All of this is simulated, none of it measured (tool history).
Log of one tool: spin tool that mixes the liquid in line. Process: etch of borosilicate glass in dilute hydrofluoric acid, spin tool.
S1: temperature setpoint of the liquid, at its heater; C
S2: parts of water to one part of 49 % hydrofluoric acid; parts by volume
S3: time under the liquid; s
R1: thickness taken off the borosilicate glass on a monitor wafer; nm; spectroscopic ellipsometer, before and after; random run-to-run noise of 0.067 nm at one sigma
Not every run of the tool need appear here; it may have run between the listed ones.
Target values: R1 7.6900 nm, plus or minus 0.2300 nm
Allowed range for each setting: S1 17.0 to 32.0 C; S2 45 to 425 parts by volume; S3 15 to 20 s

Run 1, hour 0.0: S1 24.0 C, S2 235 parts by volume, S3 20 s. Result: R1 2.3232 nm.
Run 2, hour 2.9: S1 26.0 C, S2 195 parts by volume, S3 20 s. Result: R1 3.1659 nm.
Run 3, hour 7.3: S1 27.5 C, S2 165 parts by volume, S3 20 s. Result: R1 4.1061 nm.
Run 4, hour 8.0: S1 31.0 C, S2 165 parts by volume, S3 20 s. Result: R1 4.6682 nm.
Run 5, hour 15.8: S1 29.0 C, S2 165 parts by volume, S3 20 s. Result: R1 4.3027 nm.
Run 6, hour 20.6: S1 26.0 C, S2 165 parts by volume, S3 20 s. Result: R1 3.8685 nm.
Run 7, hour 25.9: S1 27.5 C, S2 145 parts by volume, S3 20 s. Result: R1 4.7242 nm.
Run 8, hour 31.0: S1 28.5 C, S2 130 parts by volume, S3 20 s. Result: R1 5.6343 nm.
Run 9, hour 32.2: S1 32.0 C, S2 105 parts by volume, S3 20 s. Result: R1 8.2286 nm.
Run 10, hour 38.0: S1 31.5 C, S2 105 parts by volume, S3 20 s. Result: R1 7.9634 nm.

Which of these 5 next moves meets every target?
Run A, hour 43.8: S1 28.5 C, S2 95 parts by volume, S3 20 s. Result: R1 ?.
Run B, hour 43.8: S1 32.0 C, S2 110 parts by volume, S3 20 s. Result: R1 ?.
Run C, hour 43.8: S1 32.0 C, S2 105 parts by volume, S3 20 s. Result: R1 ?.
Run D, hour 43.8: S1 31.5 C, S2 100 parts by volume, S3 20 s. Result: R1 ?.
Run E, hour 43.8: S1 27.5 C, S2 90 parts by volume, S3 20 s. Result: R1 ?.

move      R1
   A  8.0076
   B  7.7151
   C  8.1417
   D  8.4547
   E  8.1895
A: further off than the last run
B: all results in spec
C: further off than the last run
D: further off than the last run
E: further off than the last run
Correct choice: B, which meets every target
